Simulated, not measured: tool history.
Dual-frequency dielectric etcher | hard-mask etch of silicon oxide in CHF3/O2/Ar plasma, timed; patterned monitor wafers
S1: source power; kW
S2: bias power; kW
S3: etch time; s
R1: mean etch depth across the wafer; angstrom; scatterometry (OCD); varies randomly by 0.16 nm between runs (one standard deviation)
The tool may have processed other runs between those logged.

run 1 hour=0.0 | S1=0.520 S2=0.131 S3=35.0 | R1=606.31
run 2 hour=7.4 | S1=0.520 S2=0.131 S3=35.0 | R1=605.03
run 3 hour=8.6 | S1=0.520 S2=0.131 S3=36.5 | R1=633.87
run 4 hour=14.2 | S1=0.550 S2=0.131 S3=36.5 | R1=648.61
run 5 hour=17.8 | S1=0.570 S2=0.132 S3=36.5 | R1=664.28
run 6 hour=19.2 | S1=0.580 S2=0.132 S3=36.5 | R1=667.69
run 7 hour=21.0 | S1=0.590 S2=0.132 S3=36.5 | R1=671.34

Estimate the outcome of run 8 from the log above:
run 8 hour=27.6 | S1=0.600 S2=0.132 S3=36.5 | R1=?

{"run 8": {"R1": 677.13}}
